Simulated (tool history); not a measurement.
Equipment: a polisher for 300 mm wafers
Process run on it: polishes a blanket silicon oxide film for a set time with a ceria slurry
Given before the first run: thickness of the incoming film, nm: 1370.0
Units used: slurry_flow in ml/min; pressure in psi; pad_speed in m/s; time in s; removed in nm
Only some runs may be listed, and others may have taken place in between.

run	day	slurry_flow	pressure	pad_speed	time	removed
1	0.000	310	2.1	1.16	27	95.501
2	0.254	375	2.1	1.16	27	96.886
3	0.375	375	1.8	1.16	27	85.091
4	0.667	375	1.7	1.16	27	82.178
5	0.829	375	1.6	1.16	27	75.633
6	0.862	375	1.9	1.16	27	88.798
7	1.004	375	1.7	1.16	27	81.191
8	1.329	375	1.7	1.16	27	79.321
9	1.600	375	1.6	1.16	27	75.663

Forecast run 10:
10	1.867	375	1.3	1.14	27	?

{"run 10": {"removed": 60.942}}
